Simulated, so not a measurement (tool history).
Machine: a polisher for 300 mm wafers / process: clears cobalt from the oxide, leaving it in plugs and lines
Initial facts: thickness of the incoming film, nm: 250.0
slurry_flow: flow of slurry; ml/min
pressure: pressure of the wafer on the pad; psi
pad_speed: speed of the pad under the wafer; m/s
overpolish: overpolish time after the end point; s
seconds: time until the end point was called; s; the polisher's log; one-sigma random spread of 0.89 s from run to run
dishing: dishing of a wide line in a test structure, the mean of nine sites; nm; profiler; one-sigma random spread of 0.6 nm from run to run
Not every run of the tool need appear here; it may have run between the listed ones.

run	hour	slurry_flow	pressure	pad_speed	overpolish	seconds	dishing
1	0.0	265	1.8	0.88	9	63.187	27.094
2	1.4	205	1.8	0.88	9	65.454	26.922
3	6.5	205	1.8	0.88	7	62.597	22.427
4	10.8	205	1.8	0.98	7	59.822	24.010
5	13.4	205	2.0	0.98	7	52.786	26.106
6	19.3	205	2.0	0.98	9	53.110	31.004

Run 7 comes next. What will it give?
7	22.1	205	2.2	1.00	12	?	?

{"run 7": {"seconds": 48.129, "dishing": 38.654}}

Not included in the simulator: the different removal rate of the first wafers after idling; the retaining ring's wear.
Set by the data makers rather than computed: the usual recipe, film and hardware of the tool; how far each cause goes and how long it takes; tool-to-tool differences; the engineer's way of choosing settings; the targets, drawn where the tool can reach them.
